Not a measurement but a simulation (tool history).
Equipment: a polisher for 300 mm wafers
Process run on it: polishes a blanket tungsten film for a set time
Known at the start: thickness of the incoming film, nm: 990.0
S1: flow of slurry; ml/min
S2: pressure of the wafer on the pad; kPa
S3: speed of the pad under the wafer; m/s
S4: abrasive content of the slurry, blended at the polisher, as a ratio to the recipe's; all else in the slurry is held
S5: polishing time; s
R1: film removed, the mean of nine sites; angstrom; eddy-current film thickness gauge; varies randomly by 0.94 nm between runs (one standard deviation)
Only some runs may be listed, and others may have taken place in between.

run  hour   S1    S2    S3    S4  S5      R1
  1     0  215  19.3   0.9     1  40  1170.9
  2   4.8  215  19.3   0.9  0.85  40  1126.5
  3  11.8  215  19.3  1.06  0.85  40  1329.9
  4  20.6  225    20  1.06  0.85  40  1364.9
  5  27.8  270    20  1.06  0.85  40  1389.9
  6  32.3  270    20  0.84  0.85  40  1123.7
  7  36.7  270  22.1  0.84  0.85  40  1229.7

What does the tool deliver on the next run?
  8    39  270  23.4  0.84  0.85  40   ?

{"run 8": {"R1": 1296.9}}
